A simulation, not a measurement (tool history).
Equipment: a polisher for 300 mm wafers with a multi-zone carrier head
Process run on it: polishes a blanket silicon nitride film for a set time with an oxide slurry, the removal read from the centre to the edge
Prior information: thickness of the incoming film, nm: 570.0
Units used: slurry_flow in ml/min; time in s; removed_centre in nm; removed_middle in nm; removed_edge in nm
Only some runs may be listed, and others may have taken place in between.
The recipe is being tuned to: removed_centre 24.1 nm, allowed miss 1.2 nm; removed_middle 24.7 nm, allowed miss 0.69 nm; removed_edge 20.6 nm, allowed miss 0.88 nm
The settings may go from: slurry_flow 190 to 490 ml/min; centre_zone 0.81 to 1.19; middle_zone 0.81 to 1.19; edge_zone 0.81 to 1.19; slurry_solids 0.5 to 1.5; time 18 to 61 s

run,hour,slurry_flow,centre_zone,middle_zone,edge_zone,slurry_solids,time,removed_centre,removed_middle,removed_edge
1,0,315,1,1,1,1,39,16.799,16.831,16.375
2,7,315,1,0.97,1,1,39,16.993,16.17,16.596
3,9.3,315,1.08,0.97,1,1,39,17.897,16.299,16.161
4,17.7,320,1.1,1.01,1.01,1.1,39,18.826,17.237,16.91
5,18.8,320,1.1,1.01,1.01,1.1,31,15.131,13.735,13.372
# hour 21.6: edge zone pressure recalibrated
6,21.6,320,1.1,1.07,1.01,1.1,31,15.487,14.33,13.639
7,28.1,330,1.09,1.1,0.98,1.2,33,16.261,16.428,14.468
8,31.7,335,1.11,1.12,0.99,1.25,35,18.189,17.52,16.089
9,33.7,340,1.11,1.14,0.97,1.3,37,19.678,19.251,16.958
10,38.8,345,1.11,1.15,0.96,1.35,38,20.505,20.057,17.222
11,46.8,355,1.09,1.19,1.01,1.5,44,23.772,25.038,21.384

Pick the move, out of 5, that brings all results within their allowed miss; only one does.
A,54.8,430,1.07,1.15,0.88,1.4,45,?,?,?
B,54.8,330,1.08,1.14,1.13,1.4,47,?,?,?
C,54.8,340,1.02,1.11,1.05,1.5,46,?,?,?
D,54.8,305,1.04,1.16,1.03,1.35,48,?,?,?
E,54.8,300,1.01,1.18,1.05,1.5,47,?,?,?

move,removed_centre,removed_middle,removed_edge
A,23.368,24.625,20.269
B,24.047,24.962,23.488
C,22.729,24.435,22.656
D,23.194,25.413,22.517
E,22.69,25.99,22.907
A: all results land within tolerance of their targets
B: misses by more than the last run did
C: misses by more than the last run did
D: misses by more than the last run did
E: misses by more than the last run did
The right move is A.
